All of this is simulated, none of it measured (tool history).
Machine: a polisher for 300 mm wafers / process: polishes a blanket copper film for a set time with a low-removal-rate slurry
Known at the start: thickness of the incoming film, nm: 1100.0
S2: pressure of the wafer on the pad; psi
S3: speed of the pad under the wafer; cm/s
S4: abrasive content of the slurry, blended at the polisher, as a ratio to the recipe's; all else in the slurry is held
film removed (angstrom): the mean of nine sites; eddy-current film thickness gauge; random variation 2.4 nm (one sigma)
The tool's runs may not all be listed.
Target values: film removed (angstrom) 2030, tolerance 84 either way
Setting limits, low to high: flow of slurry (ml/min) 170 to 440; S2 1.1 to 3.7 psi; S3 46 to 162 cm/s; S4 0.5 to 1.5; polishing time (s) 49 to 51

{"run": 1, "day": 0.0, "flow of slurry (ml/min)": 280, "S2": 2.4, "S3": 104, "S4": 1, "polishing time (s)": 49, "film removed (angstrom)": 1383}
{"run": 2, "day": 0.146, "flow of slurry (ml/min)": 280, "S2": 2.4, "S3": 104, "S4": 1, "polishing time (s)": 49, "film removed (angstrom)": 1396.8}
{"run": 3, "day": 0.188, "flow of slurry (ml/min)": 280, "S2": 2.4, "S3": 94, "S4": 1, "polishing time (s)": 49, "film removed (angstrom)": 1246.9}
{"run": 4, "day": 0.354, "flow of slurry (ml/min)": 280, "S2": 2.5, "S3": 94, "S4": 1, "polishing time (s)": 49, "film removed (angstrom)": 1293.3}
{"run": 5, "day": 0.642, "flow of slurry (ml/min)": 280, "S2": 2.6, "S3": 94, "S4": 1, "polishing time (s)": 49, "film removed (angstrom)": 1371.3}
{"run": 6, "day": 0.846, "flow of slurry (ml/min)": 280, "S2": 2.7, "S3": 94, "S4": 1, "polishing time (s)": 49, "film removed (angstrom)": 1394.9}
{"run": 7, "day": 1.038, "flow of slurry (ml/min)": 280, "S2": 2.8, "S3": 94, "S4": 1, "polishing time (s)": 49, "film removed (angstrom)": 1457.4}
{"run": 8, "day": 1.217, "flow of slurry (ml/min)": 280, "S2": 3.4, "S3": 96, "S4": 1, "polishing time (s)": 49, "film removed (angstrom)": 1759.5}
{"run": 9, "day": 1.533, "flow of slurry (ml/min)": 280, "S2": 3.6, "S3": 100, "S4": 1, "polishing time (s)": 49, "film removed (angstrom)": 1926.5}

Which single option among these 4 for the next run brings every result within its allowed miss of target? Just one does.
{"run": "A", "day": 1.85, "flow of slurry (ml/min)": 240, "S2": 3.7, "S3": 98, "S4": 0.9, "polishing time (s)": 49, "film removed (angstrom)": "?"}
{"run": "B", "day": 1.85, "flow of slurry (ml/min)": 255, "S2": 3.5, "S3": 92, "S4": 0.95, "polishing time (s)": 51, "film removed (angstrom)": "?"}
{"run": "C", "day": 1.85, "flow of slurry (ml/min)": 225, "S2": 3.7, "S3": 98, "S4": 1.15, "polishing time (s)": 51, "film removed (angstrom)": "?"}
{"run": "D", "day": 1.85, "flow of slurry (ml/min)": 320, "S2": 3.2, "S3": 100, "S4": 0.9, "polishing time (s)": 50, "film removed (angstrom)": "?"}

move=A film_removed_(angstrom)=1868.6
move=B film_removed_(angstrom)=1771.7
move=C film_removed_(angstrom)=2014.6
move=D film_removed_(angstrom)=1769.6
A: its largest miss is bigger than the last run's
B: its largest miss is bigger than the last run's
C: hits every target within its allowed miss
D: its largest miss is bigger than the last run's
Go with C: it meets all targets.

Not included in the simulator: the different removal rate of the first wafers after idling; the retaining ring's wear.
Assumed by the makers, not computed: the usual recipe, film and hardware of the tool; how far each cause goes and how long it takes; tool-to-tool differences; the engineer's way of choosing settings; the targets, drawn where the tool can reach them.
